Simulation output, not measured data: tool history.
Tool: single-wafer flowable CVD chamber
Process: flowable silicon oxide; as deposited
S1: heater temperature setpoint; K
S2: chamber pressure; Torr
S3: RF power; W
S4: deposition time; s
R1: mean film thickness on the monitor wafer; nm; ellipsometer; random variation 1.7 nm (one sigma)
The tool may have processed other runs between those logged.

run	hour	S1	S2	S3	S4	R1
1	0	373.15	0.836	2305	360	260.81
2	4	367.15	0.844	2305	360	310.7
3	12.2	359.15	0.844	2305	360	390.4
4	17.1	357.15	0.868	2310	360	421.07
5	26.1	355.15	0.893	2315	360	457.52
6	32.1	354.15	0.915	2320	360	480.51
7	34	353.15	0.934	2325	360	504.9
8	38.4	352.15	0.948	2330	360	529.6
9	42.9	351.15	0.958	2330	360	544.33
10	45.9	351.15	0.969	2330	360	554.15
11	53.6	351.15	0.969	2330	360	548.16

For run 12, what comes out?
12	55.1	351.15	0.969	2330	360	?

For run 12 the tool returned R1 549.26 nm.
